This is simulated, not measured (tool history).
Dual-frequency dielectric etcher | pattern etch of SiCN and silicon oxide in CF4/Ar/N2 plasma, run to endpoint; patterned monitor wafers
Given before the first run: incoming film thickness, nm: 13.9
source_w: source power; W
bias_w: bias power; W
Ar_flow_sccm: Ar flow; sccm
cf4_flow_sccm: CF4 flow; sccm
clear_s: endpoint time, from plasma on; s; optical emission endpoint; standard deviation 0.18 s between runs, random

Run 1, hour 0.0: source_w 320 W, bias_w 58 W, Ar_flow_sccm 78 sccm, cf4_flow_sccm 78 sccm. Result: clear_s 21.011 s.
Run 2, hour 6.4: source_w 320 W, bias_w 54 W, Ar_flow_sccm 78 sccm, cf4_flow_sccm 78 sccm. Result: clear_s 21.658 s.
Run 3, hour 7.0: source_w 320 W, bias_w 54 W, Ar_flow_sccm 78 sccm, cf4_flow_sccm 68 sccm. Result: clear_s 22.213 s.
Run 4, hour 11.6: source_w 320 W, bias_w 54 W, Ar_flow_sccm 78 sccm, cf4_flow_sccm 61 sccm. Result: clear_s 22.390 s.
Run 5, hour 18.5: source_w 320 W, bias_w 54 W, Ar_flow_sccm 78 sccm, cf4_flow_sccm 50 sccm. Result: clear_s 22.916 s.
Run 6, hour 20.2: source_w 320 W, bias_w 54 W, Ar_flow_sccm 78 sccm, cf4_flow_sccm 47 sccm. Result: clear_s 22.988 s.
Run 7, hour 23.8: source_w 310 W, bias_w 54 W, Ar_flow_sccm 78 sccm, cf4_flow_sccm 47 sccm. Result: clear_s 24.096 s.

Estimate the outcome of run 8 from the log above:
Run 8, hour 29.1: source_w 260 W, bias_w 53 W, Ar_flow_sccm 78 sccm, cf4_flow_sccm 47 sccm. Result: clear_s ?.

clear_s: 29.919 s

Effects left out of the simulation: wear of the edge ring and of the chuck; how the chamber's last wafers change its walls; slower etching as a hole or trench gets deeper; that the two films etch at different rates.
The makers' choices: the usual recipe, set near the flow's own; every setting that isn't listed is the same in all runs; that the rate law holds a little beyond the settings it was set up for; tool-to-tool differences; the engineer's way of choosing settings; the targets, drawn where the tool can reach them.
